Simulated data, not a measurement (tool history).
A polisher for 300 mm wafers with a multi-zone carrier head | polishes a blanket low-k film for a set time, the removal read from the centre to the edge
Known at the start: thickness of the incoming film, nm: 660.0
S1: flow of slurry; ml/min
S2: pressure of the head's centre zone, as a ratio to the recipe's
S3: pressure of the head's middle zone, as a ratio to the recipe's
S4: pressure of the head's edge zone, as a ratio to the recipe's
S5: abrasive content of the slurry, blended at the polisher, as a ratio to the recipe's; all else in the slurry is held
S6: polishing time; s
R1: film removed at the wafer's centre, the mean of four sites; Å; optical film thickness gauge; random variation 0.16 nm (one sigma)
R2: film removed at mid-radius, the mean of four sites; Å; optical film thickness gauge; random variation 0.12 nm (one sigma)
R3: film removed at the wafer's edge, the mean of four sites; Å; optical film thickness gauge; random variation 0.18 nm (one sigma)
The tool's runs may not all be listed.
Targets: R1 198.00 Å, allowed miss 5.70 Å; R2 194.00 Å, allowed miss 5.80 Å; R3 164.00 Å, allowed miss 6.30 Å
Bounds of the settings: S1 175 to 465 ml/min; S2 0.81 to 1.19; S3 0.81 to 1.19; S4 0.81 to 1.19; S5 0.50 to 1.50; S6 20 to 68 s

run 1 day=0.000 | S1=295 S2=1.00 S3=1.00 S4=1.00 S5=1.00 S6=44 | R1=235.87 R2=235.25 R3=233.25
run 2 day=0.208 | S1=305 S2=1.02 S3=1.02 S4=0.95 S5=0.85 S6=43 | R1=206.24 R2=210.23 R3=197.88
run 3 day=0.412 | S1=305 S2=0.99 S3=1.02 S4=0.95 S5=0.85 S6=43 | R1=198.17 R2=210.20 R3=194.02
run 4 day=0.442 | S1=315 S2=1.03 S3=1.03 S4=0.91 S5=0.80 S6=43 | R1=202.30 R2=200.58 R3=188.24
run 5 day=0.792 | S1=315 S2=1.05 S3=1.07 S4=0.88 S5=0.75 S6=43 | R1=195.55 R2=194.07 R3=172.54
run 6 day=0.879 | S1=355 S2=1.05 S3=1.07 S4=0.88 S5=0.75 S6=43 | R1=195.48 R2=194.97 R3=173.86
run 7 day=0.967 | S1=355 S2=1.06 S3=1.08 S4=0.86 S5=0.75 S6=43 | R1=196.89 R2=194.89 R3=170.57
run 8 day=1.283 | S1=355 S2=1.07 S3=1.09 S4=0.85 S5=0.75 S6=43 | R1=195.63 R2=199.27 R3=170.56

Which of these 5 next moves meets every target?
run A day=1.600 | S1=360 S2=1.03 S3=1.02 S4=0.92 S5=0.85 S6=39 | R1=? R2=? R3=?
run B day=1.600 | S1=360 S2=1.01 S3=0.92 S4=0.95 S5=0.70 S6=48 | R1=? R2=? R3=?
run C day=1.600 | S1=330 S2=1.01 S3=1.08 S4=0.91 S5=0.80 S6=42 | R1=? R2=? R3=?
run D day=1.600 | S1=365 S2=1.00 S3=0.99 S4=0.90 S5=0.65 S6=51 | R1=? R2=? R3=?
run E day=1.600 | S1=415 S2=1.12 S3=1.12 S4=0.86 S5=1.10 S6=31 | R1=? R2=? R3=?

move=A R1=193.64 R2=190.86 R3=177.57
move=B R1=197.08 R2=186.68 R3=187.39
move=C R1=193.14 R2=201.10 R3=180.06
move=D R1=192.18 R2=191.78 R3=179.75
move=E R1=201.29 R2=192.59 R3=163.67
A: further off than the last run
B: further off than the last run
C: further off than the last run
D: further off than the last run
E: meets every target
The right move is E.
